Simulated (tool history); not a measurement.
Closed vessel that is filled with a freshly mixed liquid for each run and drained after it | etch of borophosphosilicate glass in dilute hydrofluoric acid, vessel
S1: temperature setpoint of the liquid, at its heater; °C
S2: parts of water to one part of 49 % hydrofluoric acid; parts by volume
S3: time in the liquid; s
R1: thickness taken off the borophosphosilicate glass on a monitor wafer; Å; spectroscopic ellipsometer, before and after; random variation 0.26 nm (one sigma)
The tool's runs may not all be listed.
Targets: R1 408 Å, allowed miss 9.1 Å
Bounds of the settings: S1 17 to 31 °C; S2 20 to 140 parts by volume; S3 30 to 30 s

run,day,S1,S2,S3,R1
1,0,23,75,30,203.69
2,0.242,23,75,30,204.45
3,0.538,23,100,30,149.43
4,0.617,25.5,80,30,208.96
5,0.738,27.5,65,30,285.29
6,0.9,27.5,90,30,197.47
7,1.154,28.5,75,30,251.88
8,1.267,29.5,65,30,313.29
9,1.404,30,60,30,346.38
10,1.492,30.5,55,30,381.99
11,1.596,31,55,30,399.1
12,1.671,30.5,55,30,386.84
13,2.017,31,55,30,393.68
14,2.392,31,50,30,433.74

Which of these 4 next moves meets every target?
A,2.767,31,55,30,?
B,2.767,30.5,50,30,?
C,2.767,30,45,30,?
D,2.767,29.5,50,30,?

move,R1
A,394
B,428.37
C,470.36
D,411.89
A: takes the result that was furthest off past its target
B: nearer than the last run, and not there yet
C: further off than the last run
D: meets every target
Move D is the one to make.
